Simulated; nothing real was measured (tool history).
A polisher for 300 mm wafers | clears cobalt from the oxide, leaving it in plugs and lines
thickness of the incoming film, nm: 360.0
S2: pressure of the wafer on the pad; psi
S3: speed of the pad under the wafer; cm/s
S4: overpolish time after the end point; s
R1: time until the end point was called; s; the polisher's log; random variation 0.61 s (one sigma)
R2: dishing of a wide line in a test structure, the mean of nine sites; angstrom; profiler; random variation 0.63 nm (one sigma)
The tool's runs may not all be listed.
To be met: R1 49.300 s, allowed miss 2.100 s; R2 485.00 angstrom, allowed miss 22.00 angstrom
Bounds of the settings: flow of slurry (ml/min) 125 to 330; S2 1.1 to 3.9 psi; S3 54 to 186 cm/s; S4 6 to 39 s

Run 1, hour 0.0: flow of slurry (ml/min) 210, S2 2.5 psi, S3 118 cm/s, S4 20 s. Result: R1 35.788 s, R2 524.02 angstrom.
Run 2, hour 8.9: flow of slurry (ml/min) 210, S2 3.1 psi, S3 118 cm/s, S4 20 s. Result: R1 29.330 s, R2 534.82 angstrom.
Run 3, hour 10.6: flow of slurry (ml/min) 210, S2 2.9 psi, S3 118 cm/s, S4 19 s. Result: R1 31.029 s, R2 522.75 angstrom.
Run 4, hour 12.6: flow of slurry (ml/min) 210, S2 2.7 psi, S3 118 cm/s, S4 19 s. Result: R1 33.651 s, R2 521.35 angstrom.
Run 5, hour 17.0: flow of slurry (ml/min) 210, S2 2.6 psi, S3 118 cm/s, S4 19 s. Result: R1 35.082 s, R2 515.40 angstrom.
Run 6, hour 23.4: flow of slurry (ml/min) 210, S2 2.9 psi, S3 118 cm/s, S4 19 s. Result: R1 31.007 s, R2 524.31 angstrom.
Run 7, hour 26.1: flow of slurry (ml/min) 210, S2 2.8 psi, S3 118 cm/s, S4 19 s. Result: R1 32.197 s, R2 526.67 angstrom.
Run 8, hour 28.8: flow of slurry (ml/min) 210, S2 2.7 psi, S3 118 cm/s, S4 18 s. Result: R1 33.936 s, R2 526.08 angstrom.
Run 9, hour 37.0: flow of slurry (ml/min) 210, S2 2.6 psi, S3 116 cm/s, S4 16 s. Result: R1 35.185 s, R2 509.78 angstrom.
Run 10, hour 41.7: flow of slurry (ml/min) 210, S2 2.5 psi, S3 116 cm/s, S4 16 s. Result: R1 35.982 s, R2 515.74 angstrom.
Run 11, hour 43.6: flow of slurry (ml/min) 210, S2 2.4 psi, S3 116 cm/s, S4 15 s. Result: R1 38.541 s, R2 489.05 angstrom.
Run 12, hour 51.6: flow of slurry (ml/min) 210, S2 2.3 psi, S3 116 cm/s, S4 15 s. Result: R1 40.130 s, R2 486.74 angstrom.
Run 13, hour 53.4: flow of slurry (ml/min) 210, S2 2.2 psi, S3 116 cm/s, S4 15 s. Result: R1 41.444 s, R2 488.23 angstrom.
Run 14, hour 58.2: flow of slurry (ml/min) 210, S2 2.1 psi, S3 116 cm/s, S4 15 s. Result: R1 42.861 s, R2 490.23 angstrom.
Run 15, hour 59.2: flow of slurry (ml/min) 205, S2 1.7 psi, S3 114 cm/s, S4 15 s. Result: R1 52.324 s, R2 445.03 angstrom.
At hour 63.2: head pressure recalibrated.
Run 16, hour 63.2: flow of slurry (ml/min) 210, S2 1.7 psi, S3 114 cm/s, S4 16 s. Result: R1 55.639 s, R2 443.86 angstrom.
Run 17, hour 70.4: flow of slurry (ml/min) 210, S2 1.8 psi, S3 114 cm/s, S4 17 s. Result: R1 54.275 s, R2 469.37 angstrom.

5 next moves are on the table. One of them brings every result within its allowed miss. Which?
Run A, hour 77.6: flow of slurry (ml/min) 245, S2 1.4 psi, S3 124 cm/s, S4 21 s. Result: R1 ?, R2 ?.
Run B, hour 77.6: flow of slurry (ml/min) 170, S2 2.2 psi, S3 90 cm/s, S4 19 s. Result: R1 ?, R2 ?.
Run C, hour 77.6: flow of slurry (ml/min) 215, S2 2.0 psi, S3 114 cm/s, S4 19 s. Result: R1 ?, R2 ?.
Run D, hour 77.6: flow of slurry (ml/min) 215, S2 1.9 psi, S3 102 cm/s, S4 16 s. Result: R1 ?, R2 ?.
Run E, hour 77.6: flow of slurry (ml/min) 215, S2 1.7 psi, S3 96 cm/s, S4 22 s. Result: R1 ?, R2 ?.

move      R1      R2
   A  60.172  475.61
   B  57.580  466.97
   C  48.228  490.24
   D  56.269  443.34
   E  65.951  469.51
A: further off than the last run
B: further off than the last run
C: meets every target
D: further off than the last run
E: further off than the last run
The right move is C.
